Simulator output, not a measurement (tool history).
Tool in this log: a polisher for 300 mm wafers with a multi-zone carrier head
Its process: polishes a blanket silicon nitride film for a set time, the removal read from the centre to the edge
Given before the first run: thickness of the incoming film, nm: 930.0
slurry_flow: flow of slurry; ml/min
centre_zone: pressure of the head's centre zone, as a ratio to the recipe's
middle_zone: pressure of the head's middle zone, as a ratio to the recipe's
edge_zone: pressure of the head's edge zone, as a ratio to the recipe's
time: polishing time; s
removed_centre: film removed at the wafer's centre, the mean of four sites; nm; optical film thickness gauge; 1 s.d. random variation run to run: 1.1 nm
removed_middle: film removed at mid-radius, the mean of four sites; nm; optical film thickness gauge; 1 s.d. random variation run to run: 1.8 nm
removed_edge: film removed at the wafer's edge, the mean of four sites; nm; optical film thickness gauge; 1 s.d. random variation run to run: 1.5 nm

run,hour,slurry_flow,centre_zone,middle_zone,edge_zone,time,removed_centre,removed_middle,removed_edge
1,0,305,1,1,1,59,132.34,136.83,133.3
2,6,340,1,1,1,59,134.28,133.83,131.98
3,7.9,340,1,0.96,1,59,135.46,130.21,134.39
4,12.1,340,1,0.91,1,59,136.25,128.73,136.14
5,14.8,340,1,0.91,0.95,59,135.51,123.61,128.24
6,23.2,340,1,0.85,0.95,59,133.72,118.01,129.06
7,29.7,340,0.99,0.87,1,60,135.65,123.3,136.96

Run 8 has not been measured yet. What should we expect?
8,35.5,340,0.99,0.87,1,60,?,?,?

Run 8 yielded removed_centre 134.19 nm, removed_middle 124.45 nm, removed_edge 135.64 nm.
